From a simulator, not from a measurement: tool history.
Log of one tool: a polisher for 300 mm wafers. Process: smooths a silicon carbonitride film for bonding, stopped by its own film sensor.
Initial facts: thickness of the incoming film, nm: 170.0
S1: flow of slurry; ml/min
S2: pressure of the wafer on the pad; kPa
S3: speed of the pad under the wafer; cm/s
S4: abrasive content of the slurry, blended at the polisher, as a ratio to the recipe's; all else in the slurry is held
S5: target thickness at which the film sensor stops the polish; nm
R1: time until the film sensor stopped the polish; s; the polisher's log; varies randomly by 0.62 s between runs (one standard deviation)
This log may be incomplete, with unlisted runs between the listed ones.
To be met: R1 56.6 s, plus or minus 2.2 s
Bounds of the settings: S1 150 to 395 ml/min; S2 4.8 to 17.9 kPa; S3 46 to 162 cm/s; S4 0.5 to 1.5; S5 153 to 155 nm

run  hour   S1    S2   S3  S4   S5      R1
  1     0  250    11  104   1  153  89.963
  2   8.5  300    11  104   1  153  90.482
  3  13.1  300    11   80   1  153  102.24
  4  21.8  300  12.4   82   1  153  90.689
  5    26  300  12.4   82   1  155  81.362
  6  29.6  300  12.4   66   1  155  87.886
  7    33  300  13.8   68   1  155  78.101
  8  39.2  300  17.2   70   1  155  64.802
  9  46.3  300  17.2   74   1  155  63.109

Consider the 4 candidate settings below. Which is the only one whose results all fall within their allowed miss of target?
  A  53.4  330  17.9   80  1.05  155   ?
  B  53.4  325  17.9   98     1  155   ?
  C  53.4  300  17.2   82  1.05  154   ?
  D  53.4  340  16.5  104     1  153   ?

move      R1
   A  57.035
   B  52.938
   C  62.828
   D  62.503
A: every result lands within tolerance
B: the result that was furthest off in the last run now lies on the other side of its target
C: no nearer and no further than the last run
D: an improvement on the last run, though not all results are within tolerance
Answer: A

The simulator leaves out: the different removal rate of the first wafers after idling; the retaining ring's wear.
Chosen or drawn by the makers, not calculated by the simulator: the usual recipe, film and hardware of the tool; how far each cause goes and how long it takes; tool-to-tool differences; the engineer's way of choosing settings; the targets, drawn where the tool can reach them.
